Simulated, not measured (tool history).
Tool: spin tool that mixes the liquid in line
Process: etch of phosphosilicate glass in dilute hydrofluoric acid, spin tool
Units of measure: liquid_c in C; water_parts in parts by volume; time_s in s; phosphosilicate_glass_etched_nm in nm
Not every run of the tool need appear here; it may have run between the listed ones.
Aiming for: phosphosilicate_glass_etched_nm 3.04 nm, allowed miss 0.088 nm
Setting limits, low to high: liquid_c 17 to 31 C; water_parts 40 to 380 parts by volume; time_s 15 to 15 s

run	hour	liquid_c	water_parts	time_s	phosphosilicate_glass_etched_nm
1	0	23	210	15	4.249
2	3.2	21.5	215	15	3.8486
3	8.1	19	215	15	3.5349
4	14.3	21.5	215	15	3.9246
5	18.6	24.5	215	15	4.3453
6	26.2	23	220	15	3.9986
7	31.2	21.5	225	15	3.7048
8	37.9	20.5	225	15	3.5411
9	39.3	19.5	225	15	3.4397
10	46.6	19	225	15	3.3723

Next run, 4 choices. One meets every target within its allowed miss, the rest don't. Which?
A	53.9	22	280	15	?
B	53.9	17	245	15	?
C	53.9	20.5	265	15	?
D	53.9	17.5	235	15	?

move	phosphosilicate_glass_etched_nm
A	2.8827
B	2.8201
C	2.9245
D	3.0246
A: moves the result that the last run missed by most past its target, out the other side
B: moves the result that the last run missed by most past its target, out the other side
C: moves the result that the last run missed by most past its target, out the other side
D: each result inside its tolerance
The move that meets every target is D.

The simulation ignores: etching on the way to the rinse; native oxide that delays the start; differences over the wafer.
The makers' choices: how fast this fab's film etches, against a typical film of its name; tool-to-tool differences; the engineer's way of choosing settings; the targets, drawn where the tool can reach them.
